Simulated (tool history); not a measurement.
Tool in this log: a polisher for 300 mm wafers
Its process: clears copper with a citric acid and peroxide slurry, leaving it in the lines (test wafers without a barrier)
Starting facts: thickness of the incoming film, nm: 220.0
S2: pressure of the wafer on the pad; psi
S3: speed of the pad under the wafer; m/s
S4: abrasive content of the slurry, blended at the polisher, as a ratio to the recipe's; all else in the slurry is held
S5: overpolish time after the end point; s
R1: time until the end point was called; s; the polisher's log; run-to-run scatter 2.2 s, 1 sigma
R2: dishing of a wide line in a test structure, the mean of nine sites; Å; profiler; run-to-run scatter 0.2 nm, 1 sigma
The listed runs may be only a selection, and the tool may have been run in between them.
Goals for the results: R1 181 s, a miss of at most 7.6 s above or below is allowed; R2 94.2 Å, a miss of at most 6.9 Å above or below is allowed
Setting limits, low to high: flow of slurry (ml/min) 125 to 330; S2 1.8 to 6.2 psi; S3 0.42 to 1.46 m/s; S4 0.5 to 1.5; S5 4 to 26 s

{"run": 1, "day": 0.0, "flow of slurry (ml/min)": 210, "S2": 4, "S3": 0.94, "S4": 1, "S5": 13, "R1": 72.314, "R2": 288.13}
{"run": 2, "day": 0.112, "flow of slurry (ml/min)": 210, "S2": 3.8, "S3": 0.9, "S4": 1, "S5": 13, "R1": 79.349, "R2": 282.45}
{"run": 3, "day": 0.325, "flow of slurry (ml/min)": 210, "S2": 3.6, "S3": 0.86, "S4": 1, "S5": 12, "R1": 83.805, "R2": 241.65}
{"run": 4, "day": 0.679, "flow of slurry (ml/min)": 210, "S2": 3.6, "S3": 0.86, "S4": 0.8, "S5": 12, "R1": 85.819, "R2": 234.91}
{"run": 5, "day": 0.742, "flow of slurry (ml/min)": 210, "S2": 3.4, "S3": 0.82, "S4": 0.8, "S5": 12, "R1": 94.873, "R2": 219.82}
{"run": 6, "day": 1.083, "flow of slurry (ml/min)": 210, "S2": 3.4, "S3": 0.82, "S4": 0.8, "S5": 6, "R1": 94.878, "R2": 107.98}
{"run": 7, "day": 1.312, "flow of slurry (ml/min)": 210, "S2": 3.2, "S3": 0.8, "S4": 0.8, "S5": 6, "R1": 98.79, "R2": 106.05}
{"run": 8, "day": 1.525, "flow of slurry (ml/min)": 210, "S2": 3.1, "S3": 0.76, "S4": 0.8, "S5": 6, "R1": 105.98, "R2": 97.479}
{"run": 9, "day": 1.738, "flow of slurry (ml/min)": 210, "S2": 3, "S3": 0.74, "S4": 0.8, "S5": 6, "R1": 108.81, "R2": 93.042}
{"run": 10, "day": 1.896, "flow of slurry (ml/min)": 205, "S2": 2.9, "S3": 0.72, "S4": 0.8, "S5": 7, "R1": 116.18, "R2": 101.78}
{"run": 11, "day": 2.233, "flow of slurry (ml/min)": 200, "S2": 2.8, "S3": 0.7, "S4": 0.8, "S5": 7, "R1": 121.7, "R2": 99.836}
{"run": 12, "day": 2.383, "flow of slurry (ml/min)": 195, "S2": 2.7, "S3": 0.68, "S4": 0.8, "S5": 7, "R1": 129.15, "R2": 94.326}
{"run": 13, "day": 2.438, "flow of slurry (ml/min)": 190, "S2": 2.6, "S3": 0.68, "S4": 0.8, "S5": 7, "R1": 128.89, "R2": 90.981}
{"run": 14, "day": 2.65, "flow of slurry (ml/min)": 190, "S2": 2.5, "S3": 0.66, "S4": 0.8, "S5": 7, "R1": 136.08, "R2": 87.02}
{"run": 15, "day": 2.954, "flow of slurry (ml/min)": 190, "S2": 2.4, "S3": 0.64, "S4": 0.8, "S5": 7, "R1": 142.65, "R2": 84.108}
{"run": 16, "day": 3.196, "flow of slurry (ml/min)": 190, "S2": 2.3, "S3": 0.64, "S4": 0.8, "S5": 7, "R1": 147.7, "R2": 80.02}

Which one of the following 5 next-run settings gets every result inside its allowed miss? There is exactly one.
{"run": "A", "day": 3.438, "flow of slurry (ml/min)": 150, "S2": 2.3, "S3": 0.68, "S4": 0.8, "S5": 9, "R1": "?", "R2": "?"}
{"run": "B", "day": 3.438, "flow of slurry (ml/min)": 125, "S2": 1.9, "S3": 0.68, "S4": 0.7, "S5": 9, "R1": "?", "R2": "?"}
{"run": "C", "day": 3.438, "flow of slurry (ml/min)": 190, "S2": 3, "S3": 0.42, "S4": 0.8, "S5": 10, "R1": "?", "R2": "?"}
{"run": "D", "day": 3.438, "flow of slurry (ml/min)": 220, "S2": 1.8, "S3": 0.56, "S4": 0.85, "S5": 7, "R1": "?", "R2": "?"}
{"run": "E", "day": 3.438, "flow of slurry (ml/min)": 220, "S2": 1.8, "S3": 0.52, "S4": 0.75, "S5": 7, "R1": "?", "R2": "?"}

move=A R1=146.51 R2=105.61
move=B R1=170.09 R2=91.27
move=C R1=181.5 R2=95.243
move=D R1=181.75 R2=66.955
move=E R1=196.03 R2=62.177
A: no better and no worse than the last run
B: better than the last run, though not everything is in spec
C: every result within its allowed miss
D: gets the furthest-off result to its target, but another result is out of tolerance
E: the result that was furthest off in the last run now lies on the other side of its target
The move that meets every target is C.

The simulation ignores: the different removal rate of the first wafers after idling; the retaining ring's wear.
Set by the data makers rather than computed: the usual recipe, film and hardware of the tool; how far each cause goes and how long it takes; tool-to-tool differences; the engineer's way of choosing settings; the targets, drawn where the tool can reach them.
